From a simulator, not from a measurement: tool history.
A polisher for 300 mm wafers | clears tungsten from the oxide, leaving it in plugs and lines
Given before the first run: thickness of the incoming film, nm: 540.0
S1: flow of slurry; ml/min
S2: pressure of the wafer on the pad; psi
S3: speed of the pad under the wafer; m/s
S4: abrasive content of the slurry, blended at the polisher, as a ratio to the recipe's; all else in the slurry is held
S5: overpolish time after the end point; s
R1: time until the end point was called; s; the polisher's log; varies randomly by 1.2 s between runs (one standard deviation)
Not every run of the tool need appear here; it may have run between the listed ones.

Run 1, hour 0: S1 305 ml/min, S2 2.5 psi, S3 1.18 m/s, S4 1, S5 36 s. Result: R1 200.65 s.
Run 2, hour 7: S1 370 ml/min, S2 2.5 psi, S3 1.18 m/s, S4 1, S5 36 s. Result: R1 198.67 s.
Run 3, hour 10.3: S1 405 ml/min, S2 2.5 psi, S3 1.18 m/s, S4 1, S5 36 s. Result: R1 193.27 s.
Run 4, hour 13.2: S1 405 ml/min, S2 2.5 psi, S3 1.18 m/s, S4 1.1, S5 36 s. Result: R1 191.69 s.
Run 5, hour 20.7: S1 405 ml/min, S2 2.5 psi, S3 1.18 m/s, S4 1.1, S5 36 s. Result: R1 192.26 s.
Run 6, hour 28: S1 405 ml/min, S2 2.7 psi, S3 1.18 m/s, S4 1.1, S5 36 s. Result: R1 177.07 s.
Run 7, hour 33.9: S1 405 ml/min, S2 2.9 psi, S3 1.18 m/s, S4 1.1, S5 36 s. Result: R1 167.55 s.
Run 8, hour 40.2: S1 405 ml/min, S2 3.6 psi, S3 1.2 m/s, S4 1.1, S5 36 s. Result: R1 134.38 s.
Run 9, hour 42.9: S1 405 ml/min, S2 3.7 psi, S3 1.2 m/s, S4 1.1, S5 36 s. Result: R1 129.07 s.

Run 10 comes next. What will it give?
Run 10, hour 49.9: S1 405 ml/min, S2 3.9 psi, S3 1.2 m/s, S4 1.1, S5 36 s. Result: R1 ?.

{"run 10": {"R1": 122.08}}
